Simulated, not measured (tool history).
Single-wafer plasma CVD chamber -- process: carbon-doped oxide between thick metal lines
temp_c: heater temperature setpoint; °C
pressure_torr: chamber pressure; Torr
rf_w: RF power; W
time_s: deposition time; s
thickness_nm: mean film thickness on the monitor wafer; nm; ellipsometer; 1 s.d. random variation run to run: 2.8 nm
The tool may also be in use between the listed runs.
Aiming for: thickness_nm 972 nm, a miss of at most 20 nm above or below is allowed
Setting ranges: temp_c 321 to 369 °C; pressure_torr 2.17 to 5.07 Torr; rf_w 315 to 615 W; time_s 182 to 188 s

run    day  temp_c  pressure_torr  rf_w  time_s  thickness_nm
  1      0     345           3.62   465     182        808.22
  2  0.188     345           3.62   465     182         800.8
  3  0.246     343           3.79   485     182        843.74
  4   0.35     343           3.79   550     182        908.66
  5  0.396     341            3.9   555     182        927.09
  6  0.475     335            3.9   555     182        941.25
  7  0.512     334           3.96   555     182        947.36
  8  0.571     334           3.96   555     182        943.24
  9  0.925     333           4.02   555     182        951.22

Pick the move, out of 5, that brings all results within their allowed miss; only one does.
  A  1.279     343           3.95   535     182             ?
  B  1.279     330           4.08   560     184             ?
  C  1.279     328           3.87   535     182             ?
  D  1.279     332           3.75   520     187             ?
  E  1.279     332           3.59   555     182             ?

move  thickness_nm
   A        899.87
   B        976.41
   C         933.8
   D        925.31
   E        932.52
A: misses by more than the last run did
B: meets every target
C: misses by more than the last run did
D: misses by more than the last run did
E: misses by more than the last run did
So the answer is move B, the one that meets all the targets.
